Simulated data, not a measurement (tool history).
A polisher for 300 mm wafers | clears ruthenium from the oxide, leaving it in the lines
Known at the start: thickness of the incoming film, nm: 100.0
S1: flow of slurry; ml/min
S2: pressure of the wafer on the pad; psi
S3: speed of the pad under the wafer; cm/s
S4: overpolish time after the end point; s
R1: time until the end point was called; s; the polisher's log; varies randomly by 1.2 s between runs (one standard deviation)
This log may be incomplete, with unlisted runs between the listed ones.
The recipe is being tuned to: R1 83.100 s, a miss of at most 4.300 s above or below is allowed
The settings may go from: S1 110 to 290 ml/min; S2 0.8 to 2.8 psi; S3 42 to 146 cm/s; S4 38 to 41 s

run,hour,S1,S2,S3,S4,R1
1,0.0,185,1.8,94,38,111.260
2,4.8,185,1.8,94,41,111.720
3,10.9,160,1.8,94,41,117.630
4,15.1,160,1.8,84,41,126.130
5,21.9,160,1.4,84,41,147.380
6,29.1,160,1.1,84,41,168.180
7,33.4,165,1.5,88,41,134.400
8,35.3,170,1.8,90,41,120.970
9,39.6,175,2.0,92,41,111.080
10,41.9,180,2.2,94,41,98.471
11,42.7,185,2.3,94,41,96.977
12,45.8,185,2.4,94,41,97.578
13,52.0,185,2.5,96,41,91.302
14,55.1,185,2.6,96,41,87.423

5 candidate next runs follow, results not yet known. Just one meets every target within its allowed miss. Identify it.
A,58.2,190,2.8,106,41,?
B,58.2,190,2.6,86,41,?
C,58.2,195,2.4,92,38,?
D,58.2,150,2.2,118,41,?
E,58.2,225,2.5,120,41,?

move,R1
A,76.095
B,95.995
C,95.266
D,84.840
E,72.025
A: takes the biggest miss from the last run beyond its target
B: misses by more than the last run did
C: misses by more than the last run did
D: every result lands within tolerance
E: takes the biggest miss from the last run beyond its target
D meets every target.

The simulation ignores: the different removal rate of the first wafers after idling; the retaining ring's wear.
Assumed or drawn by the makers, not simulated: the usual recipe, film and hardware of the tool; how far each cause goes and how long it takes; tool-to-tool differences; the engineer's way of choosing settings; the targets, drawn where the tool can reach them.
